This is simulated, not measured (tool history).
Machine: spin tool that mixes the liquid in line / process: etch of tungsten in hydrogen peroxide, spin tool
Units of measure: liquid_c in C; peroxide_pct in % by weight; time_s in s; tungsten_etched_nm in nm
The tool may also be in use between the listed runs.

run 1 hour=0.0 | liquid_c=55.0 peroxide_pct=19.5 time_s=15 | tungsten_etched_nm=59.377
run 2 hour=4.3 | liquid_c=55.0 peroxide_pct=17.5 time_s=15 | tungsten_etched_nm=55.494
run 3 hour=7.7 | liquid_c=54.0 peroxide_pct=17.5 time_s=15 | tungsten_etched_nm=51.626
run 4 hour=15.4 | liquid_c=53.5 peroxide_pct=17.5 time_s=15 | tungsten_etched_nm=51.138
run 5 hour=21.4 | liquid_c=53.5 peroxide_pct=17.5 time_s=15 | tungsten_etched_nm=50.447
run 6 hour=29.4 | liquid_c=53.0 peroxide_pct=17.5 time_s=15 | tungsten_etched_nm=48.831

Run 7 comes next. What will it give?
run 7 hour=37.7 | liquid_c=52.5 peroxide_pct=17.5 time_s=15 | tungsten_etched_nm=?

{"run 7": {"tungsten_etched_nm": 47.738}}

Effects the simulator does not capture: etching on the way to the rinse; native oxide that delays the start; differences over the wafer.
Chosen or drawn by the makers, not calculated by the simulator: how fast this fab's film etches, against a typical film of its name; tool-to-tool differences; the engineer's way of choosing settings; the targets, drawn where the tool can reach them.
